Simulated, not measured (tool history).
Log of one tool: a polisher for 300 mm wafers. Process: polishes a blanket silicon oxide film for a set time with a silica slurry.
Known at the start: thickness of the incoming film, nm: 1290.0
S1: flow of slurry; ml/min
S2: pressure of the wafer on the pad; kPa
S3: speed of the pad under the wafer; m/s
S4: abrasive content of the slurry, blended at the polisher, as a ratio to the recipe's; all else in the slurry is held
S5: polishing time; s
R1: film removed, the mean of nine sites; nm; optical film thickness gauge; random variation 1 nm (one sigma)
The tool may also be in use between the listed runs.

run,hour,S1,S2,S3,S4,S5,R1
1,0,235,35.2,1.1,1,84,312.21
2,7,235,31.7,1.02,1,84,273.62
3,11.3,230,29,0.94,0.95,84,226.53
4,15.4,230,29,0.94,1.05,84,241.48
5,16.6,230,29,0.94,1.25,84,265.27
6,20.8,230,29,0.68,1.25,84,216.63
7,26.5,225,26.9,0.64,1.2,84,190.96
8,32.2,220,24.8,0.62,1.2,84,171.67
9,34.2,220,24.8,0.62,1.2,84,172.43
10,39.1,215,23.4,0.62,1.2,84,163.51

The next listed run, before its measurement:
11,48.1,210,22.1,0.62,1.2,84,?

Run 11 gave R1 154.88 nm.
